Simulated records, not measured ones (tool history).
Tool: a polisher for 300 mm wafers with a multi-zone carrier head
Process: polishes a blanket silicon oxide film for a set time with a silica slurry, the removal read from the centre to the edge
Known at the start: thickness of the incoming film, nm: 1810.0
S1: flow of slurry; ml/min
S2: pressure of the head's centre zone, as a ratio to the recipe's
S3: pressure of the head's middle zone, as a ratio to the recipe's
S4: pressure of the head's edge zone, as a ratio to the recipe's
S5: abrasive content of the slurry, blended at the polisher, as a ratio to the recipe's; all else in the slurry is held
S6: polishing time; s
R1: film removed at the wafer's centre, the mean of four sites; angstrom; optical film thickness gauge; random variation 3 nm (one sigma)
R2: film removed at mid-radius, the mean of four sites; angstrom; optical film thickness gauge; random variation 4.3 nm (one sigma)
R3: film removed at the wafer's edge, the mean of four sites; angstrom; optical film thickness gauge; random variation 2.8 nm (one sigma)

run 1 hour=0.0 | S1=185 S2=1.00 S3=1.00 S4=1.00 S5=1.00 S6=88 | R1=3440.4 R2=3621.9 R3=3652.7
run 2 hour=2.5 | S1=180 S2=0.96 S3=1.03 S4=0.97 S5=0.90 S6=88 | R1=2999.6 R2=3435.7 R3=3326.9
run 3 hour=10.7 | S1=175 S2=0.94 S3=1.05 S4=0.94 S5=0.90 S6=88 | R1=2905.3 R2=3541.7 R3=3220.1
run 4 hour=11.2 | S1=170 S2=0.92 S3=1.05 S4=0.92 S5=0.90 S6=88 | R1=2924.8 R2=3538.9 R3=3222.6
run 5 hour=14.7 | S1=165 S2=0.90 S3=1.06 S4=0.91 S5=0.85 S6=88 | R1=2668.5 R2=3243.5 R3=3045.1
run 6 hour=20.6 | S1=160 S2=0.89 S3=1.08 S4=0.90 S5=0.85 S6=88 | R1=2582.1 R2=3394.7 R3=2968.2
run 7 hour=28.4 | S1=150 S2=0.88 S3=1.08 S4=0.90 S5=0.85 S6=88 | R1=2535.8 R2=3248.5 R3=2939.1
run 8 hour=30.8 | S1=150 S2=0.88 S3=1.08 S4=0.90 S5=0.85 S6=88 | R1=2567.7 R2=3356.6 R3=2984.7

The next listed run, before its measurement:
run 9 hour=38.5 | S1=145 S2=0.87 S3=1.08 S4=0.89 S5=0.85 S6=88 | R1=? R2=? R3=?

Run 9 gave R1 2508.9 angstrom, R2 3328.0 angstrom, R3 2989.2 angstrom.
